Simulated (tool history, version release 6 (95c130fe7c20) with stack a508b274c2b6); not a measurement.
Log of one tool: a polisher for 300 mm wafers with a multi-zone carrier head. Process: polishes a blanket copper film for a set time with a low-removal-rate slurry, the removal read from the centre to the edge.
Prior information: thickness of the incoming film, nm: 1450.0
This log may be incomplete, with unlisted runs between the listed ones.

run	hour	flow of slurry (ml/min)	pressure of the head's centre zone	pressure of the head's middle zone	pressure of the head's edge zone	abrasive content of the slurry	polishing time (s)	film removed at the wafer's centre (angstrom)	film removed at mid-radius (angstrom)	film removed at the wafer's edge (angstrom)
1	0.0	140	1.00	1.00	1.00	1.0	87	4494.9	4498.4	4541.9
2	6.7	150	1.02	0.99	1.00	1.0	87	4642.1	4458.2	4542.2
3	9.7	150	1.02	1.05	1.00	1.0	87	4651.4	4796.1	4446.7
4	11.4	155	1.04	1.04	1.01	1.0	87	4842.4	4723.9	4543.2
5	13.8	160	1.05	1.03	1.02	1.0	87	4878.3	4667.6	4605.1
6	22.4	160	1.05	1.03	1.02	0.9	87	4794.0	4614.5	4459.0
7	26.9	165	1.06	1.03	1.03	0.9	87	4842.2	4624.4	4503.5
8	34.8	170	1.07	1.03	1.04	0.9	87	4863.6	4640.0	4640.7
9	41.6	190	1.16	1.00	1.03	0.9	87	5366.6	4585.2	4676.5

Run 10 is up next; what results do you expect?
10	47.4	190	1.16	1.00	1.04	0.9	87	?	?	?

Run 10 measured film removed at the wafer's centre (angstrom) 5391.7, film removed at mid-radius (angstrom) 4645.0, film removed at the wafer's edge (angstrom) 4609.3.
